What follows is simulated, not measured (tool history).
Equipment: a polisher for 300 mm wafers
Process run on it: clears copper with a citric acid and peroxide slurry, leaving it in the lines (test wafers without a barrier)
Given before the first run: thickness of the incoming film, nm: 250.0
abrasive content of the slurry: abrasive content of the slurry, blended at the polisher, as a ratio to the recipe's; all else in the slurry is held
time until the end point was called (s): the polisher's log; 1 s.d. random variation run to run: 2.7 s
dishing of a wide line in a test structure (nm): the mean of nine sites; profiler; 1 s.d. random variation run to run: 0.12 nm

run  hour  flow of slurry (ml/min)  pressure of the wafer on the pad (psi)  speed of the pad under the wafer (cm/s)  abrasive content of the slurry  overpolish time after the end point (s)  time until the end point was called (s)  dishing of a wide line in a test structure (nm)
  1     0                      285                                     2.1                                      106                               1                                        9                                   166.96                                           10.178
  2   5.2                      285                                     2.1                                      106                               1                                       11                                   165.56                                           12.922
  3   7.9                      285                                       2                                      106                               1                                       10                                   172.63                                           11.263
  4   9.6                      285                                     1.9                                      106                               1                                        9                                   181.25                                           9.7664
  5  14.4                      285                                     1.8                                      106                               1                                        8                                   188.46                                           8.2394
  6    22                      310                                     1.8                                      106                               1                                        8                                      189                                           8.7809
  7  27.3                      295                                     1.7                                      106                               1                                        8                                   203.21                                           8.3082
  8  30.9                      290                                     1.7                                      106                               1                                        8                                   200.43                                           7.7951
  9  35.3                      275                                     1.7                                      106                               1                                        8                                   197.42                                           7.9022
 10  38.6                      265                                     1.6                                      106                               1                                        8                                   212.12                                           7.5675
 11    42                      265                                     1.5                                      106                               1                                        6                                   224.82                                           5.2703
 12  49.5                      270                                     1.5                                      106                               1                                        6                                   222.46                                           5.3929

What does the tool deliver on the next run?
 13  58.1                      275                                     1.5                                      106                               1                                        6                                        ?                                                ?

time until the end point was called (s): 225.42
dishing of a wide line in a test structure (nm): 5.2538
